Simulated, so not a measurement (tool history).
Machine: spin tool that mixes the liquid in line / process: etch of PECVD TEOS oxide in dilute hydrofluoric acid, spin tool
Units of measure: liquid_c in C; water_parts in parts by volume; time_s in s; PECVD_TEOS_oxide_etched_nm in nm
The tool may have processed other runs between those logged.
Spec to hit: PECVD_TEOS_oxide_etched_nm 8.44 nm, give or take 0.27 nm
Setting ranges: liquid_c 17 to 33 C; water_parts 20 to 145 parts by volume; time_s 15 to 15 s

run	hour	liquid_c	water_parts	time_s	PECVD_TEOS_oxide_etched_nm
1	0	25	80	15	2.9218
2	2	27.5	65	15	4.1104
3	5	27.5	50	15	5.5533
4	10.3	29	45	15	6.4328
5	11.5	30	45	15	6.7605
6	13.5	30	60	15	4.9482
7	22.4	31	55	15	5.7759
8	28.8	31.5	50	15	6.3654
9	36.9	32	45	15	7.3293
10	40.5	32.5	45	15	7.4255

Next run, 4 choices. One meets every target within its allowed miss, the rest don't. Which?
A	44.1	31	35	15	?
B	44.1	30.5	35	15	?
C	44.1	31.5	35	15	?
D	44.1	32.5	40	15	?

move	PECVD_TEOS_oxide_etched_nm
A	9.3057
B	9.1233
C	9.4911
D	8.5652
A: the result that was furthest off in the last run now lies on the other side of its target
B: the result that was furthest off in the last run now lies on the other side of its target
C: the result that was furthest off in the last run now lies on the other side of its target
D: all results in spec
The move that meets every target is D.
